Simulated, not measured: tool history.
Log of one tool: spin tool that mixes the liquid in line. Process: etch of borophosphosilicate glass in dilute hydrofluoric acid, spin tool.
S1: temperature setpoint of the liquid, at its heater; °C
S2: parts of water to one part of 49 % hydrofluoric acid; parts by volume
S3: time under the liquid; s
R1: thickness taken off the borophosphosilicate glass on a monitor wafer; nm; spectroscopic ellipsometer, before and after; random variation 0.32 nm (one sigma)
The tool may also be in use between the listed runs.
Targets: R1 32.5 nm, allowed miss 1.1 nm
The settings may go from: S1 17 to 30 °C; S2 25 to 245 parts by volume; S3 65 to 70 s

run 1 hour=0 | S1=22 S2=135 S3=65 | R1=11.639
run 2 hour=6.3 | S1=22 S2=135 S3=70 | R1=12.464
run 3 hour=7.5 | S1=19.5 S2=135 S3=70 | R1=11.36
run 4 hour=12.6 | S1=21.5 S2=135 S3=70 | R1=12.047
run 5 hour=14.6 | S1=21.5 S2=135 S3=70 | R1=12.264
run 6 hour=20.3 | S1=24 S2=110 S3=70 | R1=16.884
run 7 hour=24.7 | S1=25.5 S2=95 S3=70 | R1=21.065
run 8 hour=26.7 | S1=27 S2=85 S3=70 | R1=25.401
run 9 hour=30.7 | S1=28 S2=80 S3=70 | R1=28.48
run 10 hour=35.2 | S1=28.5 S2=80 S3=70 | R1=29.374
run 11 hour=37.7 | S1=29 S2=80 S3=70 | R1=29.941
run 12 hour=43.7 | S1=29.5 S2=80 S3=70 | R1=29.664

Which of these 5 next moves meets every target?
run A hour=49.7 | S1=27.5 S2=60 S3=65 | R1=?
run B hour=49.7 | S1=29.5 S2=75 S3=70 | R1=?
run C hour=49.7 | S1=30 S2=70 S3=70 | R1=?
run D hour=49.7 | S1=27.5 S2=65 S3=70 | R1=?
run E hour=49.7 | S1=26 S2=60 S3=70 | R1=?

move=A R1=34.974
move=B R1=31.886
move=C R1=35.084
move=D R1=34.522
move=E R1=35.475
A: takes the result that was furthest off past its target
B: meets every target
C: takes the result that was furthest off past its target
D: takes the result that was furthest off past its target
E: takes the result that was furthest off past its target
Answer: B

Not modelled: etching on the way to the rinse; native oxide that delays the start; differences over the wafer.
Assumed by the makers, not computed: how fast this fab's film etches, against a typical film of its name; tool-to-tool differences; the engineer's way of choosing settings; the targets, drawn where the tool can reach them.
